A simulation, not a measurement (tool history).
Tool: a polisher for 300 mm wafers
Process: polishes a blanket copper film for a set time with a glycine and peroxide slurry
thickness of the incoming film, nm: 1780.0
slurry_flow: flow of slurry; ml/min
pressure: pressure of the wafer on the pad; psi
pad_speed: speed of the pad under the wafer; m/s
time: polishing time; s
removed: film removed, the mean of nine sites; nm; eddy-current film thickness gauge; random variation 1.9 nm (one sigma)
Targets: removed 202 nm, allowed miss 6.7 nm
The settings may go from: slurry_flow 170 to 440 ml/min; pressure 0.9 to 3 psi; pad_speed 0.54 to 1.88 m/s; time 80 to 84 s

run 1 hour=0 | slurry_flow=280 pressure=1.9 pad_speed=1.2 time=80 | removed=424.3
run 2 hour=0.8 | slurry_flow=275 pressure=1.6 pad_speed=1.06 time=80 | removed=335.87
run 3 hour=8.8 | slurry_flow=270 pressure=1.4 pad_speed=0.98 time=80 | removed=290.91
run 4 hour=9.6 | slurry_flow=270 pressure=1.4 pad_speed=1.26 time=80 | removed=346.48
run 5 hour=15.1 | slurry_flow=265 pressure=1.3 pad_speed=1.12 time=80 | removed=304.24
run 6 hour=19.3 | slurry_flow=265 pressure=1.3 pad_speed=1.12 time=84 | removed=316.69
run 7 hour=22 | slurry_flow=260 pressure=1.2 pad_speed=1.02 time=84 | removed=280.27
run 8 hour=30.5 | slurry_flow=255 pressure=0.9 pad_speed=0.72 time=83 | removed=191.85
run 9 hour=38.9 | slurry_flow=255 pressure=0.9 pad_speed=0.72 time=83 | removed=191.87

4 next moves are on the table. One of them brings every result within its allowed miss. Which?
run A hour=47.3 | slurry_flow=235 pressure=1 pad_speed=0.7 time=84 | removed=?
run B hour=47.3 | slurry_flow=205 pressure=0.9 pad_speed=0.68 time=80 | removed=?
run C hour=47.3 | slurry_flow=265 pressure=1 pad_speed=0.76 time=84 | removed=?
run D hour=47.3 | slurry_flow=265 pressure=1 pad_speed=0.58 time=82 | removed=?

move=A removed=202.22
move=B removed=177.4
move=C removed=213.37
move=D removed=181.78
A: meets every target
B: further off than the last run
C: takes the result that was furthest off past its target
D: further off than the last run
Move A is the one to make.

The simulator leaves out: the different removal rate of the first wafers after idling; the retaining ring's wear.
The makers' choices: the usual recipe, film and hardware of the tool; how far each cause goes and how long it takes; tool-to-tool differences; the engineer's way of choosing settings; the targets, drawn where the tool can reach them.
